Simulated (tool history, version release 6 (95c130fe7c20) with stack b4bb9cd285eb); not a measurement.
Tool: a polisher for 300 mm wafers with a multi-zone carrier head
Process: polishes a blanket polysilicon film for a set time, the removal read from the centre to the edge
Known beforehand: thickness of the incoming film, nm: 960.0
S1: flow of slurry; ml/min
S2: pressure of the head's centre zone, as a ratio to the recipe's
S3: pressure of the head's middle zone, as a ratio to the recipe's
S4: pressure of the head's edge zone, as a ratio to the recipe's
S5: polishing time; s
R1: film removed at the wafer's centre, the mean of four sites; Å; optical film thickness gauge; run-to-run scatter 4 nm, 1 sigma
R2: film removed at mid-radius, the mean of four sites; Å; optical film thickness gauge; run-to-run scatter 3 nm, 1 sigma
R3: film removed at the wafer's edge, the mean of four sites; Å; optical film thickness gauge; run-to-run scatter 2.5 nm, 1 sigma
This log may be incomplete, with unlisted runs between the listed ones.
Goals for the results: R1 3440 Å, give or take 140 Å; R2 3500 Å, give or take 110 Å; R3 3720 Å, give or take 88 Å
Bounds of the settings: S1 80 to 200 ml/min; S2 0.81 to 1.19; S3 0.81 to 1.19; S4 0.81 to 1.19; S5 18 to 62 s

run	hour	S1	S2	S3	S4	S5	R1	R2	R3
1	0	130	1	1	1	40	3098.6	2970.2	2793.2
2	2.8	135	0.99	1	1.02	41	3236.7	3080.9	2950.2
3	6.5	135	0.91	1	1.02	41	2956.8	3050.3	2905.2
4	12.5	135	0.91	1	0.94	41	3005.1	3029.5	2806.5
5	21.1	135	0.91	1.05	0.94	41	2943.8	3170.2	2779.8
6	25.7	140	0.91	1.04	0.96	41	3033.9	3200.7	2863.6
7	30.8	145	0.9	1.03	0.98	41	2998.2	3182.1	2902.5
8	38.7	150	0.9	1.02	1	41	2996.8	3151.2	2963.1
9	40.9	155	0.9	1.02	1.02	41	3016.3	3188.7	2991.7
10	42	160	0.9	1.01	1.04	41	3123	3203	2981.7
# hour 44: centre zone pressure recalibrated
11	44	155	0.9	1	1.05	42	2903	3263.1	3085.5
12	50	160	0.91	0.99	1.06	42	2880.7	3147.4	3135.7
13	58.9	165	0.93	0.99	1.07	42	3024	3204.7	3129.5
14	66.4	165	0.94	0.98	1.08	43	3088	3272.9	3248
15	69.2	165	0.95	0.98	1.09	43	3212.5	3292.9	3258.8
16	74.1	165	0.95	0.98	1.1	43	3183.3	3216.7	3259.7
17	78.4	165	0.95	0.98	1.11	43	3171	3259.5	3273.7
18	85.6	165	0.95	0.98	1.12	43	3170.4	3252.4	3293

Next run, 5 choices. One meets every target within its allowed miss, the rest don't. Which?
A	92.8	155	0.98	1	1.12	46	?	?	?
B	92.8	125	1.07	1.03	1.04	50	?	?	?
C	92.8	200	0.88	0.95	1.05	49	?	?	?
D	92.8	185	0.93	0.94	1.17	47	?	?	?
E	92.8	155	0.88	0.89	1.15	46	?	?	?

move	R1	R2	R3
A	3550.4	3509.2	3510.8
B	3993.7	3725.5	3551
C	3562.5	3743.4	3741.8
D	3564.1	3514.4	3758.3
E	3182.8	3184.8	3564
A: nearer than the last run, and not there yet
B: nearer than the last run, and not there yet
C: gets the furthest-off result to its target, but another result is out of tolerance
D: meets every target
E: nearer than the last run, and not there yet
D is the move that brings every result within its allowed miss.
